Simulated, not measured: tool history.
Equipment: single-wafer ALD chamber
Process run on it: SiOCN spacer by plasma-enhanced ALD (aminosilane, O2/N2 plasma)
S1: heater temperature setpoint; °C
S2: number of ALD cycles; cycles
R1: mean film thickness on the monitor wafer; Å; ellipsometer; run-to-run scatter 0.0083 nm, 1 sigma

Run 1, hour 0.0: S1 395 °C, S2 49 cycles. Result: R1 30.229 Å.
Run 2, hour 8.1: S1 395 °C, S2 52 cycles. Result: R1 31.938 Å.
Run 3, hour 16.3: S1 395 °C, S2 55 cycles. Result: R1 33.711 Å.
Run 4, hour 25.3: S1 395 °C, S2 57 cycles. Result: R1 35.151 Å.
Run 5, hour 26.4: S1 391 °C, S2 57 cycles. Result: R1 35.019 Å.
Run 6, hour 34.4: S1 391 °C, S2 58 cycles. Result: R1 35.768 Å.
Run 7, hour 39.1: S1 391 °C, S2 59 cycles. Result: R1 36.244 Å.

Run 8 has not been measured yet. What should we expect?
Run 8, hour 44.6: S1 391 °C, S2 60 cycles. Result: R1 ?.

R1: 36.924 Å
